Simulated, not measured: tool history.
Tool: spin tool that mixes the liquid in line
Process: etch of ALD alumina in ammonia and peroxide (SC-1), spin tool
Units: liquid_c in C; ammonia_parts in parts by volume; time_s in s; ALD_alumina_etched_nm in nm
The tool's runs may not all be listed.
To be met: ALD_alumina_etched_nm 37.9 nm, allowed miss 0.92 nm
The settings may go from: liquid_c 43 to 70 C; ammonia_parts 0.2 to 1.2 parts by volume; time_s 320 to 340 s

run	hour	liquid_c	ammonia_parts	time_s	ALD_alumina_etched_nm
1	0	59	0.8	320	22.501
2	2.9	61.5	0.8	320	25.235
3	8.1	63.5	0.8	320	27.866
4	10.8	63.5	0.8	320	27.994
5	14.8	65	0.8	320	30.635
6	22.2	65	0.8	340	31.917
7	22.9	66	0.8	340	33.577
8	28.5	66.5	0.8	340	34.013
9	34.7	67	0.8	340	35.832
10	36.5	67.5	0.8	340	36.12

5 next moves are on the table. One of them brings every result within its allowed miss. Which?
A	38.3	69	0.9	340	?
B	38.3	69.5	0.75	340	?
C	38.3	66.5	0.8	335	?
D	38.3	69.5	0.8	320	?
E	38.3	67.5	0.65	320	?

move	ALD_alumina_etched_nm
A	39.275
B	39.548
C	33.883
D	37.449
E	33.331
A: takes the result that was furthest off past its target
B: takes the result that was furthest off past its target
C: further off than the last run
D: meets every target
E: further off than the last run
Move D is the one to make.
